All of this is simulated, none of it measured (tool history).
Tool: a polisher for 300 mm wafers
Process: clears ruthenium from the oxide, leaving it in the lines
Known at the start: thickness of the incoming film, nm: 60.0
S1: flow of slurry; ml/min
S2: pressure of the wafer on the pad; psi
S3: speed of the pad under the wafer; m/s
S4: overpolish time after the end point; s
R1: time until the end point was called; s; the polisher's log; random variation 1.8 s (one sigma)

run 1 hour=0.0 | S1=210 S2=1.5 S3=0.76 S4=21 | R1=85.261
run 2 hour=8.4 | S1=210 S2=1.4 S3=0.76 S4=21 | R1=91.499
run 3 hour=14.6 | S1=210 S2=1.4 S3=0.76 S4=21 | R1=91.128
run 4 hour=16.5 | S1=210 S2=1.4 S3=0.76 S4=23 | R1=90.157
run 5 hour=19.1 | S1=255 S2=1.4 S3=0.76 S4=23 | R1=89.594
run 6 hour=27.2 | S1=255 S2=1.4 S3=0.90 S4=23 | R1=73.847
run 7 hour=33.6 | S1=255 S2=1.3 S3=0.90 S4=23 | R1=79.612
run 8 hour=35.4 | S1=255 S2=1.2 S3=0.90 S4=23 | R1=88.070
run 9 hour=44.2 | S1=255 S2=1.1 S3=0.90 S4=23 | R1=94.522

Run 10 comes next. What will it give?
run 10 hour=52.5 | S1=255 S2=1.0 S3=0.90 S4=23 | R1=?

Run 10 gave R1 104.230 s.
